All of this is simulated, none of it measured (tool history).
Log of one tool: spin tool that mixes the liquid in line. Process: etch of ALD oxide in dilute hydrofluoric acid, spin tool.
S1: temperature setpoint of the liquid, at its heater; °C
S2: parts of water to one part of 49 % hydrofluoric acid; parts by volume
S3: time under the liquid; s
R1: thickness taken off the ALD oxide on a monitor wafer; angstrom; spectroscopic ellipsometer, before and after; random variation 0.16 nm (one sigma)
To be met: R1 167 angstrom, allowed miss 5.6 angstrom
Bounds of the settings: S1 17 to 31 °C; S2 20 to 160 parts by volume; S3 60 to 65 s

run	day	S1	S2	S3	R1
1	0	23	90	60	125.95
2	0.362	23	60	60	199.34
3	0.45	23	85	60	133.69
4	0.758	24.5	85	60	141.77
5	0.796	25.5	85	60	148.43
6	1.162	26.5	85	60	155.82
7	1.338	27	85	60	157.91
8	1.546	27.5	85	60	160.16

Which of these 4 next moves meets every target?
A	1.754	29.5	95	60	?
B	1.754	31	100	65	?
C	1.754	27.5	90	60	?
D	1.754	26	90	65	?

move	R1
A	151.89
B	164.19
C	149.55
D	152.82
A: further off than the last run
B: meets every target
C: further off than the last run
D: further off than the last run
Move B is the one to make.

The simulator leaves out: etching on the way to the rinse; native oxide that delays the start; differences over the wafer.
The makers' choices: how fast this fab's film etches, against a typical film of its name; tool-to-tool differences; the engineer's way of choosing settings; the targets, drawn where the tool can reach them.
